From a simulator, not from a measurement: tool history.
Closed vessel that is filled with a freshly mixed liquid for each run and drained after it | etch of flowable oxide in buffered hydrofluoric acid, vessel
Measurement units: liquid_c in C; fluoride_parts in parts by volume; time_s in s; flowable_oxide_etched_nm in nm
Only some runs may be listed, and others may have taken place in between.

{"run": 1, "hour": 0.0, "liquid_c": 23.0, "fluoride_parts": 14.0, "time_s": 100, "flowable_oxide_etched_nm": 224.92}
{"run": 2, "hour": 2.7, "liquid_c": 23.0, "fluoride_parts": 14.0, "time_s": 110, "flowable_oxide_etched_nm": 246.51}
{"run": 3, "hour": 5.4, "liquid_c": 25.0, "fluoride_parts": 13.5, "time_s": 110, "flowable_oxide_etched_nm": 284.36}
{"run": 4, "hour": 7.0, "liquid_c": 26.5, "fluoride_parts": 13.0, "time_s": 110, "flowable_oxide_etched_nm": 317.88}
{"run": 5, "hour": 11.6, "liquid_c": 26.5, "fluoride_parts": 10.0, "time_s": 110, "flowable_oxide_etched_nm": 410.5}
{"run": 6, "hour": 14.3, "liquid_c": 26.5, "fluoride_parts": 13.5, "time_s": 110, "flowable_oxide_etched_nm": 305.93}
{"run": 7, "hour": 15.5, "liquid_c": 27.5, "fluoride_parts": 13.0, "time_s": 110, "flowable_oxide_etched_nm": 336.42}

For run 8, what comes out?
{"hour": 24.2, "done": "thermometer replaced"}
{"run": 8, "hour": 24.2, "liquid_c": 28.5, "fluoride_parts": 12.5, "time_s": 110, "flowable_oxide_etched_nm": "?"}

flowable_oxide_etched_nm: 342.52 nm
